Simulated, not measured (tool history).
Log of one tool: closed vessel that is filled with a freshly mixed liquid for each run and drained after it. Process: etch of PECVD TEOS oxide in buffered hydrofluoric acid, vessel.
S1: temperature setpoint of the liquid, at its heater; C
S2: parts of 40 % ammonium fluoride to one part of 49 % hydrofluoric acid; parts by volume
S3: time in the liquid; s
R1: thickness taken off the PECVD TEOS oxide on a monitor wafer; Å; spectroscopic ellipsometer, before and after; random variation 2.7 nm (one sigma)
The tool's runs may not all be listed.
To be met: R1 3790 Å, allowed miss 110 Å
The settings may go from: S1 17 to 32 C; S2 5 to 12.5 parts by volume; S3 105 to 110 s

run  hour    S1   S2   S3      R1
  1     0    25  7.5  105  3502.8
  2   3.4    25  7.5  110  3689.6
  3     5    25  9.5  110  2876.9
  4   9.3  26.5  9.5  110  3169.4
  5    13  26.5  9.5  110  3160.1
     18.9  -- thermometer replaced
  6  18.9  26.5  9.5  110  2804.5
  7  22.3    27    9  110  3020.9
  8    25  25.5  8.5  110  2967.2
  9  31.6  26.5  8.5  110    3111

4 next moves are on the table. One of them brings every result within its allowed miss. Which?
  A  38.2  24.5  9.5  105   ?
  B  38.2    26    6  110   ?
  C  38.2    25   10  110   ?
  D  38.2    26  6.5  105   ?

move      R1
   A  2434.6
   B  4291.8
   C  2537.3
   D  3822.7
A: further off than the last run
B: takes the result that was furthest off past its target
C: further off than the last run
D: meets every target
The right move is D.
